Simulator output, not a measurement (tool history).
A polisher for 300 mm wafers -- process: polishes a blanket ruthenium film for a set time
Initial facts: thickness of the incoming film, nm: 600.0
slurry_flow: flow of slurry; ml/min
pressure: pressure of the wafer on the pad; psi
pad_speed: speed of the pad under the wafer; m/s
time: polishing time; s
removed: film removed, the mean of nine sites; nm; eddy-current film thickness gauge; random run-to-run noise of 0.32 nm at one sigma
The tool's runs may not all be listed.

Run 1, hour 0: slurry_flow 265 ml/min, pressure 1.4 psi, pad_speed 0.76 m/s, time 87 s. Result: removed 47.128 nm.
Run 2, hour 8.5: slurry_flow 265 ml/min, pressure 1.4 psi, pad_speed 0.76 m/s, time 87 s. Result: removed 47.709 nm.
Run 3, hour 12.9: slurry_flow 265 ml/min, pressure 1.3 psi, pad_speed 0.76 m/s, time 87 s. Result: removed 43.052 nm.
Run 4, hour 18.8: slurry_flow 265 ml/min, pressure 1.2 psi, pad_speed 0.76 m/s, time 87 s. Result: removed 42.004 nm.
Run 5, hour 25.8: slurry_flow 265 ml/min, pressure 1.1 psi, pad_speed 0.74 m/s, time 87 s. Result: removed 38.298 nm.
Run 6, hour 26.6: slurry_flow 265 ml/min, pressure 1 psi, pad_speed 0.74 m/s, time 87 s. Result: removed 35.409 nm.
Run 7, hour 31.8: slurry_flow 265 ml/min, pressure 0.9 psi, pad_speed 0.74 m/s, time 87 s. Result: removed 32.471 nm.

Estimate the outcome of run 8 from the log above:
Run 8, hour 34.9: slurry_flow 265 ml/min, pressure 0.8 psi, pad_speed 0.74 m/s, time 87 s. Result: removed ?.

removed: 30.811 nm

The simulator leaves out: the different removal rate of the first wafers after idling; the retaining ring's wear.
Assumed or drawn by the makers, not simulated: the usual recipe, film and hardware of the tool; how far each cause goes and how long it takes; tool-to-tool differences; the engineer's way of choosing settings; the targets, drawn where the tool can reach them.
